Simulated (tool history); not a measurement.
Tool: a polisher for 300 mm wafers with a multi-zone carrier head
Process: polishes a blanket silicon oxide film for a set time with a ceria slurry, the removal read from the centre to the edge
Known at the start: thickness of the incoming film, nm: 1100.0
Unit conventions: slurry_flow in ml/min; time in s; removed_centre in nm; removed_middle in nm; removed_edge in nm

Run 1, hour 0.0: slurry_flow 255 ml/min, centre_zone 1.00, middle_zone 1.00, edge_zone 1.00, time 66 s. Result: removed_centre 387.69 nm, removed_middle 399.34 nm, removed_edge 386.76 nm.
Run 2, hour 6.1: slurry_flow 250 ml/min, centre_zone 0.97, middle_zone 0.97, edge_zone 0.97, time 63 s. Result: removed_centre 359.92 nm, removed_middle 365.89 nm, removed_edge 364.82 nm.
Run 3, hour 10.6: slurry_flow 305 ml/min, centre_zone 0.97, middle_zone 0.97, edge_zone 0.97, time 63 s. Result: removed_centre 371.61 nm, removed_middle 372.72 nm, removed_edge 370.69 nm.
Run 4, hour 12.8: slurry_flow 305 ml/min, centre_zone 0.92, middle_zone 0.97, edge_zone 0.97, time 63 s. Result: removed_centre 360.46 nm, removed_middle 382.51 nm, removed_edge 378.35 nm.
Run 5, hour 18.9: slurry_flow 305 ml/min, centre_zone 0.92, middle_zone 0.97, edge_zone 0.97, time 77 s. Result: removed_centre 437.74 nm, removed_middle 461.15 nm, removed_edge 450.80 nm.
Run 6, hour 24.0: slurry_flow 305 ml/min, centre_zone 0.92, middle_zone 0.97, edge_zone 0.97, time 92 s. Result: removed_centre 519.63 nm, removed_middle 556.20 nm, removed_edge 540.32 nm.
Run 7, hour 31.2: slurry_flow 290 ml/min, centre_zone 0.90, middle_zone 0.94, edge_zone 0.93, time 80 s. Result: removed_centre 437.33 nm, removed_middle 460.11 nm, removed_edge 461.57 nm.

For run 8, what comes out?
Run 8, hour 32.6: slurry_flow 285 ml/min, centre_zone 0.90, middle_zone 0.94, edge_zone 0.91, time 71 s. Result: removed_centre ?, removed_middle ?, removed_edge ?.

{"run 8": {"removed_centre": 396.91, "removed_middle": 409.97, "removed_edge": 410.01}}

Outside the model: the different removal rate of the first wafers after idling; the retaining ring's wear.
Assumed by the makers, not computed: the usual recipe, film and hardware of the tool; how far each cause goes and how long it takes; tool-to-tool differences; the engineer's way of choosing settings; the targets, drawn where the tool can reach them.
